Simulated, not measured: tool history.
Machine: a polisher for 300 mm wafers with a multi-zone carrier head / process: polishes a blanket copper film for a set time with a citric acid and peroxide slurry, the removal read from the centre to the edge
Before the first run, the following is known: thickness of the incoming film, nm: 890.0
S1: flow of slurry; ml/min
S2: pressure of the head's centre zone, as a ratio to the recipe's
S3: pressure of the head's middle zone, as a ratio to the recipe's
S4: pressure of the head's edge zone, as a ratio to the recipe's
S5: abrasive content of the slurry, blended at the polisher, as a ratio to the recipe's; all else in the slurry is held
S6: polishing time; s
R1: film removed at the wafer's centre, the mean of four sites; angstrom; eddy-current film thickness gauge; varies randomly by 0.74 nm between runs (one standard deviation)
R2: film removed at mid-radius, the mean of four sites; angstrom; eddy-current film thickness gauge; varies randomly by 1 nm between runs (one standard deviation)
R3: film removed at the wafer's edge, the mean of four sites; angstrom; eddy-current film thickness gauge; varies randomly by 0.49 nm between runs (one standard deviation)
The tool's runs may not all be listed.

run	day	S1	S2	S3	S4	S5	S6	R1	R2	R3
1	0.000	145	1.00	1.00	1.00	1.00	49	1924.20	1956.80	1919.20
2	0.112	145	1.00	1.00	1.05	1.00	49	1901.20	1962.70	1976.90
3	0.296	135	0.97	0.99	1.01	0.90	44	1593.10	1655.80	1657.10
4	0.562	125	0.94	1.00	0.99	0.85	40	1349.90	1461.90	1461.20
5	0.900	120	0.92	1.01	0.96	0.80	37	1183.90	1339.90	1280.50
6	1.196	105	0.92	1.01	0.96	0.80	37	1144.10	1293.30	1266.40
7	1.262	100	0.90	1.01	0.94	0.75	35	1016.40	1184.90	1139.50
8	1.400	100	0.89	1.00	0.92	0.70	34	946.74	1110.80	1081.70
9	1.492	100	0.88	1.00	0.90	0.65	33	883.33	1060.30	1003.70
10	1.750	100	0.87	0.99	0.89	0.60	32	830.84	1014.70	939.05
11	2.021	85	0.81	0.89	0.83	0.50	30	650.75	760.11	790.77
12	2.200	90	0.81	0.90	0.83	0.50	30	664.74	776.49	796.39
13	2.471	95	0.81	0.91	0.83	0.50	30	694.27	795.77	805.42
14	2.500	95	0.81	0.92	0.83	0.50	30	681.28	801.59	805.14

Estimate the outcome of run 15 from the log above:
15	2.758	95	0.81	0.93	0.83	0.50	30	?	?	?

{"run 15": {"R1": 673.04, "R2": 821.46, "R3": 801.99}}

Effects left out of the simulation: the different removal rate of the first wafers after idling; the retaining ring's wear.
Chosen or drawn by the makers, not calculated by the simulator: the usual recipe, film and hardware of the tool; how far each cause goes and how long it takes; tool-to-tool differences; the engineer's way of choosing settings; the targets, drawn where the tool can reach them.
